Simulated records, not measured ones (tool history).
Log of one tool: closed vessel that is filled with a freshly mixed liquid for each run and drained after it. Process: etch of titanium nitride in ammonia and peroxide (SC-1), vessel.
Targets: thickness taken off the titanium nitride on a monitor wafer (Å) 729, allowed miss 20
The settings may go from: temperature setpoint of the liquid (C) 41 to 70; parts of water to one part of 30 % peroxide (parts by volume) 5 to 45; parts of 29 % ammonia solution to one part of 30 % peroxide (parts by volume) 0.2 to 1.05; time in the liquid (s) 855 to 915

run,hour,temperature setpoint of the liquid (C),parts of water to one part of 30 % peroxide (parts by volume),parts of 29 % ammonia solution to one part of 30 % peroxide (parts by volume),time in the liquid (s),thickness taken off the titanium nitride on a monitor wafer (Å)
1,0,57,25,0.55,855,806.83
2,4.1,57,21.5,0.55,855,898.57
3,12.4,57,21.5,0.55,915,959.4
4,13.8,55.5,21.5,0.55,915,860.16
5,16.2,55,21.5,0.55,915,836.13
6,20.4,54.5,21.5,0.55,915,798.27
7,28.9,54,21.5,0.55,915,786.16
8,34.6,53.5,21.5,0.55,915,760.15

Which of these 5 next moves meets every target?
A,40.3,52.5,23,0.65,900,?
B,40.3,57.5,26.5,0.35,895,?
C,40.3,50,16.5,0.85,855,?
D,40.3,54,20,0.5,865,?
E,40.3,55.5,21.5,0.3,855,?

move,thickness taken off the titanium nitride on a monitor wafer (Å)
A,692.52
B,792.82
C,697.1
D,759.52
E,724.28
A: takes the result that was furthest off past its target
B: further off than the last run
C: takes the result that was furthest off past its target
D: as far off as the last run
E: meets every target
Move E is the one to make.
